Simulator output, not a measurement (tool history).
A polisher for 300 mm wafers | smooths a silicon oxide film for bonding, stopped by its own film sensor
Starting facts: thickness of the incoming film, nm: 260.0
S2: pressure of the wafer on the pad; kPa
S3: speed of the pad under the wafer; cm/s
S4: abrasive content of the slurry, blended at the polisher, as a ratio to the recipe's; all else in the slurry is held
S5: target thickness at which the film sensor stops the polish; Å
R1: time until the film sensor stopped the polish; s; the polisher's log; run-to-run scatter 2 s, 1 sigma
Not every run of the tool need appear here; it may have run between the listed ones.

{"run": 1, "day": 0.0, "flow of slurry (ml/min)": 300, "S2": 16.5, "S3": 86, "S4": 1, "S5": 2040, "R1": 64.346}
{"run": 2, "day": 0.371, "flow of slurry (ml/min)": 300, "S2": 15.2, "S3": 84, "S4": 1, "S5": 2040, "R1": 70.288}
{"run": 3, "day": 0.475, "flow of slurry (ml/min)": 300, "S2": 15.2, "S3": 84, "S4": 1.1, "S5": 2040, "R1": 71.09}
{"run": 4, "day": 0.642, "flow of slurry (ml/min)": 300, "S2": 18.6, "S3": 84, "S4": 1.1, "S5": 2040, "R1": 57.484}
{"run": 5, "day": 0.846, "flow of slurry (ml/min)": 300, "S2": 15.2, "S3": 84, "S4": 1.1, "S5": 2040, "R1": 72.309}
{"run": 6, "day": 1.054, "flow of slurry (ml/min)": 300, "S2": 15.2, "S3": 66, "S4": 1.1, "S5": 2040, "R1": 81.725}
{"run": 7, "day": 1.121, "flow of slurry (ml/min)": 300, "S2": 14.5, "S3": 66, "S4": 1.1, "S5": 2040, "R1": 87.032}

Expected results for the next run?
{"run": 8, "day": 1.362, "flow of slurry (ml/min)": 300, "S2": 13.8, "S3": 66, "S4": 1.1, "S5": 2040, "R1": "?"}

{"run 8": {"R1": 90.719}}

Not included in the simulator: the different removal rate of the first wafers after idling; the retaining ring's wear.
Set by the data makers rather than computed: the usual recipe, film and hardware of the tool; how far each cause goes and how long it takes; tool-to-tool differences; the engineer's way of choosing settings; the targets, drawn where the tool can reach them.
